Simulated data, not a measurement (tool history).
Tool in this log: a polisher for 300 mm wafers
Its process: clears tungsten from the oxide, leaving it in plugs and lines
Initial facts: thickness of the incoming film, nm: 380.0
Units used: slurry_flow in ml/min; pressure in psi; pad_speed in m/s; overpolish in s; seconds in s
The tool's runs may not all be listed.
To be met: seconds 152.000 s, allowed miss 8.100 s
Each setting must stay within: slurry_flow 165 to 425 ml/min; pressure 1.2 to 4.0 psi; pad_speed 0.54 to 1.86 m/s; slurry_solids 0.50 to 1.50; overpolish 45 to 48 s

{"run": 1, "day": 0.0, "slurry_flow": 275, "pressure": 2.6, "pad_speed": 1.18, "slurry_solids": 1.0, "overpolish": 45, "seconds": 87.055}
{"run": 2, "day": 0.096, "slurry_flow": 275, "pressure": 2.2, "pad_speed": 1.16, "slurry_solids": 1.0, "overpolish": 45, "seconds": 98.13}
{"run": 3, "day": 0.125, "slurry_flow": 275, "pressure": 2.2, "pad_speed": 1.16, "slurry_solids": 1.0, "overpolish": 48, "seconds": 99.016}
{"run": 4, "day": 0.312, "slurry_flow": 275, "pressure": 1.9, "pad_speed": 1.1, "slurry_solids": 1.0, "overpolish": 48, "seconds": 115.34}
{"run": 5, "day": 0.438, "slurry_flow": 275, "pressure": 2.3, "pad_speed": 1.1, "slurry_solids": 1.0, "overpolish": 48, "seconds": 99.318}
{"run": 6, "day": 0.479, "slurry_flow": 275, "pressure": 2.3, "pad_speed": 1.1, "slurry_solids": 1.0, "overpolish": 48, "seconds": 101.34}
{"run": 7, "day": 0.846, "slurry_flow": 275, "pressure": 2.0, "pad_speed": 1.06, "slurry_solids": 1.0, "overpolish": 48, "seconds": 117.7}
{"run": 8, "day": 1.125, "slurry_flow": 275, "pressure": 1.8, "pad_speed": 1.04, "slurry_solids": 1.0, "overpolish": 48, "seconds": 125.83}

Consider the 5 candidate settings below. Which is the only one whose results all fall within their allowed miss of target?
{"run": "A", "day": 1.404, "slurry_flow": 290, "pressure": 2.2, "pad_speed": 0.76, "slurry_solids": 0.85, "overpolish": 48, "seconds": "?"}
{"run": "B", "day": 1.404, "slurry_flow": 270, "pressure": 1.4, "pad_speed": 0.84, "slurry_solids": 1.15, "overpolish": 48, "seconds": "?"}
{"run": "C", "day": 1.404, "slurry_flow": 170, "pressure": 1.8, "pad_speed": 0.72, "slurry_solids": 1.3, "overpolish": 45, "seconds": "?"}
{"run": "D", "day": 1.404, "slurry_flow": 190, "pressure": 1.9, "pad_speed": 0.94, "slurry_solids": 1.2, "overpolish": 48, "seconds": "?"}
{"run": "E", "day": 1.404, "slurry_flow": 225, "pressure": 1.2, "pad_speed": 1.02, "slurry_solids": 0.7, "overpolish": 48, "seconds": "?"}

move=A seconds=156.660
move=B seconds=171.940
move=C seconds=179.680
move=D seconds=134.980
move=E seconds=179.670
A: every result within its allowed miss
B: the result that was furthest off in the last run now lies on the other side of its target
C: the result that was furthest off in the last run now lies on the other side of its target
D: an improvement on the last run, though not all results are within tolerance
E: the result that was furthest off in the last run now lies on the other side of its target
Move A is the one to make.

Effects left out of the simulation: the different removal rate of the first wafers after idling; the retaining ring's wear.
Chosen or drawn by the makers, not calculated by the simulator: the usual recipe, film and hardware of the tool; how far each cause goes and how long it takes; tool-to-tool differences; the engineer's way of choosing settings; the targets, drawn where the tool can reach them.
